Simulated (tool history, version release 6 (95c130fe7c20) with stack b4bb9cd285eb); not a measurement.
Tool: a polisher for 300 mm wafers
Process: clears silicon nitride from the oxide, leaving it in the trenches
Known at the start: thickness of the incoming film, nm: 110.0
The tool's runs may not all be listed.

run  hour  flow of slurry (ml/min)  pressure of the wafer on the pad (kPa)  speed of the pad under the wafer (cm/s)  overpolish time after the end point (s)  time until the end point was called (s)
  1   0.0                      300                                    13.1                                      120                                       35                                   169.09
  2   5.5                      300                                    13.8                                      122                                       35                                   156.84
  3   7.7                      300                                    14.5                                      122                                       35                                   155.53
  4  12.2                      300                                    14.5                                      108                                       35                                   173.31
  5  15.2                      300                                    15.9                                      110                                       35                                   152.43
  6  20.4                      300                                    16.5                                      110                                       35                                   151.33
  7  23.3                      300                                    17.2                                      112                                       35                                   142.79
  8  25.7                      300                                    17.9                                      114                                       35                                   140.98
  9  27.7                      300                                    18.6                                      116                                       35                                   126.95

The next listed run, before its measurement:
 10  29.0                      300                                    19.3                                      116                                       35                                        ?

Run 10 gave time until the end point was called (s) 131.15.

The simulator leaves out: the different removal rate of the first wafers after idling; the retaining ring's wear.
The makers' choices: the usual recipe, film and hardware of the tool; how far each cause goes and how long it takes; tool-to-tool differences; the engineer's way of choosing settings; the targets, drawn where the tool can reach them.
